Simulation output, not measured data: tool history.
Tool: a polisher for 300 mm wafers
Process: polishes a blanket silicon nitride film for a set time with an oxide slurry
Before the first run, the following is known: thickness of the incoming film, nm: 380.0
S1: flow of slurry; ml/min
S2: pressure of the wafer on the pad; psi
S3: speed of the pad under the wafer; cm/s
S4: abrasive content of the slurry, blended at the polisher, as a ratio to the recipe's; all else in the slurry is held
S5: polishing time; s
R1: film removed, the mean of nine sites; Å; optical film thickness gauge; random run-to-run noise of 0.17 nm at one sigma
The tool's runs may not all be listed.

| run | hour | S1 | S2 | S3 | S4 | S5 | R1 |
|---|---|---|---|---|---|---|---|
| 1 | 0.0 | 175 | 3.3 | 116 | 1.0 | 39 | 244.83 |
| 2 | 5.5 | 175 | 3.3 | 116 | 0.9 | 39 | 229.39 |
| 3 | 11.2 | 150 | 3.3 | 116 | 0.9 | 39 | 227.90 |
| 4 | 15.3 | 150 | 3.2 | 116 | 0.9 | 39 | 219.33 |
|  | 18.5 | worn pad replaced by a new one |
| 5 | 18.5 | 150 | 3.2 | 116 | 0.9 | 35 | 220.05 |
| 6 | 22.4 | 135 | 3.2 | 116 | 0.9 | 35 | 213.52 |
| 7 | 23.5 | 135 | 3.1 | 116 | 0.9 | 35 | 213.00 |
| 8 | 30.9 | 135 | 3.0 | 116 | 0.9 | 35 | 205.82 |

Predict the results of run 9:
| 9 | 39.8 | 135 | 2.9 | 116 | 0.9 | 35 | ? |

Run 9 measured R1 197.70 Å.
